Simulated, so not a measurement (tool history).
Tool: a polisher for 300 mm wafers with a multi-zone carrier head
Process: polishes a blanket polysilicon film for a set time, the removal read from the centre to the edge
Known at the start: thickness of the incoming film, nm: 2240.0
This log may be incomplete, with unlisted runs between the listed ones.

run	hour	flow of slurry (ml/min)	pressure of the head's centre zone	pressure of the head's middle zone	pressure of the head's edge zone	polishing time (s)	film removed at the wafer's centre (angstrom)	film removed at mid-radius (angstrom)	film removed at the wafer's edge (angstrom)
1	0.0	165	1.00	1.00	1.00	72	5662.4	5559.2	5498.7
2	5.3	175	0.98	1.03	1.00	72	5423.2	5842.8	5815.4
3	10.5	175	0.98	1.03	0.96	72	5436.9	5722.4	5522.7
4	16.8	175	0.98	1.03	0.96	90	6880.7	7241.8	6899.9
5	19.2	175	0.98	1.03	0.96	104	7911.9	8252.2	7935.7
6	26.7	210	0.98	1.03	0.96	104	8199.4	8574.3	8350.1
7	30.5	210	0.98	1.03	0.96	104	8286.4	8700.1	8202.1
8	36.9	205	0.96	1.04	0.93	99	7650.0	8389.1	7638.2

Forecast run 9:
9	44.3	195	0.93	1.03	0.91	96	?	?	?

Run 9 measured film removed at the wafer's centre (angstrom) 6996.2, film removed at mid-radius (angstrom) 7806.9, film removed at the wafer's edge (angstrom) 7059.3.
